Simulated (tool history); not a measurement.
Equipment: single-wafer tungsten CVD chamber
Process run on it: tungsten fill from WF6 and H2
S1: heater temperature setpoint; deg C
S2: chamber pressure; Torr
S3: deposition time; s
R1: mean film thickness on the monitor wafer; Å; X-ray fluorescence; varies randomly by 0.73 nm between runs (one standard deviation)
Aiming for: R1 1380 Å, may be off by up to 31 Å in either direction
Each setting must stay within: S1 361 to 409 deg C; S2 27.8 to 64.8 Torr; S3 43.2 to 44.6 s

Run 1, hour 0: S1 385 deg C, S2 46.3 Torr, S3 43.2 s. Result: R1 982.7 Å.
Run 2, hour 8.2: S1 389 deg C, S2 46.5 Torr, S3 43.2 s. Result: R1 1060.5 Å.
Run 3, hour 12.3: S1 383 deg C, S2 46.5 Torr, S3 43.2 s. Result: R1 943.08 Å.
Run 4, hour 20.8: S1 388 deg C, S2 46.7 Torr, S3 43.2 s. Result: R1 1042.9 Å.
Run 5, hour 22.9: S1 392 deg C, S2 46.9 Torr, S3 43.2 s. Result: R1 1125 Å.
Run 6, hour 31: S1 395 deg C, S2 47 Torr, S3 43.2 s. Result: R1 1192.7 Å.
Run 7, hour 33.9: S1 397 deg C, S2 47.1 Torr, S3 43.2 s. Result: R1 1228.4 Å.
Run 8, hour 36.8: S1 399 deg C, S2 47.2 Torr, S3 43.2 s. Result: R1 1277 Å.
Run 9, hour 38.8: S1 400 deg C, S2 47.3 Torr, S3 43.2 s. Result: R1 1300.5 Å.
Run 10, hour 47.1: S1 401 deg C, S2 47.3 Torr, S3 43.2 s. Result: R1 1324.5 Å.

Exercise: of the 5 proposed moves below, exactly one satisfies all targets within the stated allowed misses. Which move is it?
Run A, hour 55.4: S1 403 deg C, S2 47.9 Torr, S3 44.6 s. Result: R1 ?.
Run B, hour 55.4: S1 406 deg C, S2 47.4 Torr, S3 44.3 s. Result: R1 ?.
Run C, hour 55.4: S1 406 deg C, S2 43.1 Torr, S3 44.6 s. Result: R1 ?.
Run D, hour 55.4: S1 398 deg C, S2 52.4 Torr, S3 44.6 s. Result: R1 ?.
Run E, hour 55.4: S1 398 deg C, S2 49.7 Torr, S3 43.2 s. Result: R1 ?.

move      R1
   A  1417.3
   B  1473.8
   C  1416.7
   D  1355.5
   E  1280.1
A: takes the result that was furthest off past its target
B: takes the result that was furthest off past its target
C: takes the result that was furthest off past its target
D: every result within its allowed miss
E: misses by more than the last run did
Answer: D

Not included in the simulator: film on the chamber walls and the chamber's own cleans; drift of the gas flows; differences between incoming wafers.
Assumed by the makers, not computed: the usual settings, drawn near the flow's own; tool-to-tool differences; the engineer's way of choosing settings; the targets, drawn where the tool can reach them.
